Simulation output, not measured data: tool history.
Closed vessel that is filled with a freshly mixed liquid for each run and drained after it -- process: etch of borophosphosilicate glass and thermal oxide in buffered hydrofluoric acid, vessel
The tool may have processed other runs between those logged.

run  hour  temperature setpoint of the liquid (C)  parts of 40 % ammonium fluoride to one part of 49 % hydrofluoric acid (parts by volume)  time in the liquid (s)  thickness taken off the borophosphosilicate glass on a monitor wafer (angstrom)  thickness taken off the thermal oxide on a monitor wafer (angstrom)
  1   0.0                                    23.0                                                                                     23.0                      60                                                                           672.09                                                               292.26
  2   1.3                                    21.0                                                                                     25.5                      50                                                                           467.71                                                               198.75
  3   4.6                                    24.0                                                                                     25.5                      50                                                                           554.16                                                               237.22
  4   6.8                                    21.5                                                                                     27.0                      45                                                                           415.81                                                               176.76
  5  15.1                                    20.0                                                                                     28.0                      45                                                                           373.60                                                               158.44
  6  21.5                                    20.0                                                                                     24.5                      45                                                                           411.43                                                               172.93

What will run 7 give?
  7  29.3                                    19.0                                                                                     26.5                      45                                                                                ?                                                                    ?

Run 7 gave thickness taken off the borophosphosilicate glass on a monitor wafer (angstrom) 365.79, thickness taken off the thermal oxide on a monitor wafer (angstrom) 157.74.
